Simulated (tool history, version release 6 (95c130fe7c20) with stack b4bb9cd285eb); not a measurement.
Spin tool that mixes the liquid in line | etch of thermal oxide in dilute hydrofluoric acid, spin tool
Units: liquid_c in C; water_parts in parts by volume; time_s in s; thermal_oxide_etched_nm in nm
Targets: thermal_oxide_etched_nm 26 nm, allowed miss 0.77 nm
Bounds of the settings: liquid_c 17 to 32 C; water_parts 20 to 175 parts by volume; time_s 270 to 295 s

run,hour,liquid_c,water_parts,time_s,thermal_oxide_etched_nm
1,0,24,95,270,15.908
2,7.8,25.5,90,270,17.874
3,8.9,26.5,85,270,19.972
4,13.9,26.5,100,270,16.66
5,21.8,24,100,270,15.088
6,23.9,24,100,295,16.443
7,31.1,25.5,100,295,17.421
8,33.8,26.5,95,295,19.141
# hour 40.5: thermometer replaced
9,40.5,27.5,95,295,21.35
10,42.6,28,95,295,21.649
11,51.2,28.5,95,295,21.87
12,55.4,29,95,295,22.557
13,63,29,95,295,22.313
14,64.3,29.5,95,295,22.88
15,67.1,30,95,295,23.37
16,70.2,30.5,95,295,23.566
17,78.4,31,95,295,24.136

Which of these 4 next moves meets every target?
A,86.6,26.5,70,270,?
B,86.6,30.5,90,285,?
C,86.6,29,90,295,?
D,86.6,31,95,290,?

move,thermal_oxide_etched_nm
A,26.06
B,24.279
C,23.741
D,23.674
A: meets every target
B: nearer than the last run, and not there yet
C: further off than the last run
D: further off than the last run
The right move is A.
